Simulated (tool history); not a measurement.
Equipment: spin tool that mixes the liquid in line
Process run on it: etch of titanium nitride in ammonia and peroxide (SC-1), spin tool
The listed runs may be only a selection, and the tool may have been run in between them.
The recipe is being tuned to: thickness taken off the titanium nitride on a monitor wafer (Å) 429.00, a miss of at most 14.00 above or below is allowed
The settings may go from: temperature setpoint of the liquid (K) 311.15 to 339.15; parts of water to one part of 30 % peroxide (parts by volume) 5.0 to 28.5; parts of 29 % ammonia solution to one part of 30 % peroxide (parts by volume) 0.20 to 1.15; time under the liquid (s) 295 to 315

run	hour	temperature setpoint of the liquid (K)	parts of water to one part of 30 % peroxide (parts by volume)	parts of 29 % ammonia solution to one part of 30 % peroxide (parts by volume)	time under the liquid (s)	thickness taken off the titanium nitride on a monitor wafer (Å)
1	0.0	323.15	15.5	0.65	295	202.85
2	0.9	323.15	19.0	0.65	295	187.18
3	3.2	316.15	19.0	0.65	295	111.58
4	10.3	320.15	19.0	0.65	295	149.24
5	18.3	323.15	19.0	0.65	295	183.29
6	25.1	325.65	19.0	0.65	295	217.90
7	27.3	327.65	19.0	0.65	295	249.65
8	29.8	329.15	19.0	0.65	295	274.93
9	36.9	330.65	19.0	0.65	295	301.35
10	37.4	336.65	19.0	0.65	295	455.17

Below are 4 possible settings for the next run. Only one of them brings all results inside the allowed miss of their targets. Which is it?
A	37.9	336.65	14.5	0.55	295	?
B	37.9	338.65	21.5	0.55	310	?
C	37.9	337.65	19.5	0.80	295	?
D	37.9	336.65	23.0	0.60	315	?

move	thickness taken off the titanium nitride on a monitor wafer (Å)
A	514.78
B	494.62
C	499.14
D	432.90
A: the biggest miss grows against the last run
B: the biggest miss grows against the last run
C: the biggest miss grows against the last run
D: each result inside its tolerance
Move D is the one to make.
